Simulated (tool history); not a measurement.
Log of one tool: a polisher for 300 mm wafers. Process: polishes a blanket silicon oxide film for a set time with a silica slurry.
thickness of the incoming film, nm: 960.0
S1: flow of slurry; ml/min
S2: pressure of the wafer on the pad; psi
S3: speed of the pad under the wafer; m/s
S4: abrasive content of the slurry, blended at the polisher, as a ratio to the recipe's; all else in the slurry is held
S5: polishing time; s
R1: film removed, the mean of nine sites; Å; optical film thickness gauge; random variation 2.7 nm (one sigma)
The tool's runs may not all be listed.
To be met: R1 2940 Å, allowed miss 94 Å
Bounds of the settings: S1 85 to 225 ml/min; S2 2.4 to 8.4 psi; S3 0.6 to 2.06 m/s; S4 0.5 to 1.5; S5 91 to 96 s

run  hour   S1   S2    S3  S4  S5      R1
  1     0  145  5.4  1.32   1  91  4323.9
  2   5.7  140  4.9  1.32   1  91  3838.5
  3   9.9  165  4.9  1.32   1  91  3937.4
  4  18.5  165  4.6  1.32   1  91  3769.7
  5  21.1  165  4.6  1.32   1  96  3897.8
  6  27.7  165  4.3  1.32   1  96  3649.7
  7  30.9  160  4.1  1.32   1  96  3456.8
  8  33.6  155    4  1.32   1  96  3357.8
  9  40.1  150  3.9  1.32   1  96  3298.1
 10  40.7  150  3.9  1.32   1  96  3303.4
 11  47.4  145  3.8  1.32   1  96  3238.8
 12  51.6  145  3.7  1.32   1  96  3118.3
 13  53.3  140  3.7  1.32   1  96  3129.7

Which of these 4 next moves meets every target?
  A    55  130  3.5   1.2  1.15  96   ?
  B    55  155  3.2  1.76   0.9  95   ?
  C    55  135    4   1.5   0.9  96   ?
  D    55  160  4.6  1.12   1.1  92   ?

move      R1
   A  2961.7
   B    3245
   C  3536.8
   D  3531.2
A: meets every target
B: further off than the last run
C: further off than the last run
D: further off than the last run
Move A is the one to make.

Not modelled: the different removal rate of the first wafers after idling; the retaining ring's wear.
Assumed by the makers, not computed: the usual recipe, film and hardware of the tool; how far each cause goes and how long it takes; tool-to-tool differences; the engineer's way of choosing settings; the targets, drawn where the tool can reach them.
